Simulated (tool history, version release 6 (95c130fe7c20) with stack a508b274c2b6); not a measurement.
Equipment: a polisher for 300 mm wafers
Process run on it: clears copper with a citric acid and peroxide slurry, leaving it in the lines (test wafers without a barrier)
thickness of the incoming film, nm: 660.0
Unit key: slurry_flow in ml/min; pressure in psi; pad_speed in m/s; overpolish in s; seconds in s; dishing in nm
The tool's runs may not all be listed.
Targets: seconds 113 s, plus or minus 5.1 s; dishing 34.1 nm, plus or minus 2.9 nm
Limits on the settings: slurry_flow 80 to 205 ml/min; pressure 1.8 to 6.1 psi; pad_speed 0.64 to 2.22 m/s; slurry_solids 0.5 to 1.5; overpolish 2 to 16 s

| run | day | slurry_flow | pressure | pad_speed | slurry_solids | overpolish | seconds | dishing |
|---|---|---|---|---|---|---|---|---|
| 1 | 0 | 135 | 3.9 | 1.42 | 1 | 8 | 175.26 | 26.096 |
| 2 | 0.171 | 135 | 3.4 | 1.42 | 1 | 8 | 198.14 | 23.147 |
| 3 | 0.275 | 135 | 3.4 | 1.42 | 1 | 12 | 197.28 | 33.014 |
| 4 | 0.45 | 135 | 3.4 | 1.42 | 1.1 | 12 | 189.52 | 32.787 |
| 5 | 0.617 | 135 | 3.4 | 1.76 | 1.1 | 12 | 157.66 | 41.631 |
| 6 | 0.879 | 135 | 3.4 | 1.76 | 1 | 12 | 157.35 | 39.199 |
| 7 | 1.054 | 135 | 3.4 | 1.76 | 1 | 12 | 160.76 | 39.125 |
| 8 | 1.338 | 135 | 3.8 | 1.78 | 1 | 11 | 143.5 | 40.547 |
| 9 | 1.642 | 135 | 4 | 1.8 | 1 | 10 | 137.74 | 38.755 |
| 10 | 2.004 | 155 | 4.9 | 1.84 | 1 | 6 | 110.39 | 30.378 |

Of the 5 settings listed for the next run, only one would bring every result within its allowed miss of target. Which one?
| A | 2.367 | 145 | 5.3 | 1.86 | 0.95 | 6 | ? | ? |
| B | 2.367 | 160 | 4.9 | 1.94 | 1 | 6 | ? | ? |
| C | 2.367 | 150 | 4.7 | 1.78 | 1.15 | 7 | ? | ? |
| D | 2.367 | 170 | 4.5 | 2.12 | 0.5 | 5 | ? | ? |
| E | 2.367 | 165 | 4.7 | 1.72 | 1.05 | 6 | ? | ? |

| move | seconds | dishing |
|---|---|---|
| A | 102.03 | 31.312 |
| B | 100.88 | 31.592 |
| C | 112.6 | 32.865 |
| D | 110.45 | 24.538 |
| E | 115.53 | 27.885 |
A: puts the biggest miss on target and leaves a different result outside tolerance
B: puts the biggest miss on target and leaves a different result outside tolerance
C: all results land within tolerance of their targets
D: the biggest miss grows against the last run
E: the biggest miss grows against the last run
Go with C: it meets all targets.

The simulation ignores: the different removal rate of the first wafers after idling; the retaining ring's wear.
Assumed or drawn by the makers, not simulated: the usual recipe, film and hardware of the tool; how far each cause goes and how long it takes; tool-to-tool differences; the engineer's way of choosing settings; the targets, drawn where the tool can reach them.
